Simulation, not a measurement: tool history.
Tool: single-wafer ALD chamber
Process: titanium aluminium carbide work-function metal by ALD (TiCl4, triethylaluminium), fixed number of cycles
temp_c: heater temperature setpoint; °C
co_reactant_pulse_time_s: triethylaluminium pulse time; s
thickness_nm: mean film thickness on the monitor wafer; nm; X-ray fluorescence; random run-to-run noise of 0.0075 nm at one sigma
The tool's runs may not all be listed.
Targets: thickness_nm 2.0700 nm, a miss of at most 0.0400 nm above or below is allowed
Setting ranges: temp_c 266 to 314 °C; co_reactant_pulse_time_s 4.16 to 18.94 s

run	hour	temp_c	co_reactant_pulse_time_s	thickness_nm
1	0.0	290	11.55	1.9436
2	2.7	290	8.46	1.8772
3	7.4	290	6.73	1.8160
4	14.8	290	9.69	1.9078
5	17.9	294	10.13	1.9407
6	21.5	297	10.59	1.9632
7	22.2	300	11.13	1.9982
8	30.4	302	11.47	2.0201

Below are 4 possible settings for the next run. Only one of them brings all results inside the allowed miss of their targets. Which is it?
A	38.6	311	10.82	?
B	38.6	314	17.27	?
C	38.6	313	14.42	?
D	38.6	314	14.25	?

move	thickness_nm
A	2.0910
B	2.1560
C	2.1384
D	2.1453
A: all results land within tolerance of their targets
B: pushes the last run's worst result past its target
C: pushes the last run's worst result past its target
D: pushes the last run's worst result past its target
Move A is the one to make.

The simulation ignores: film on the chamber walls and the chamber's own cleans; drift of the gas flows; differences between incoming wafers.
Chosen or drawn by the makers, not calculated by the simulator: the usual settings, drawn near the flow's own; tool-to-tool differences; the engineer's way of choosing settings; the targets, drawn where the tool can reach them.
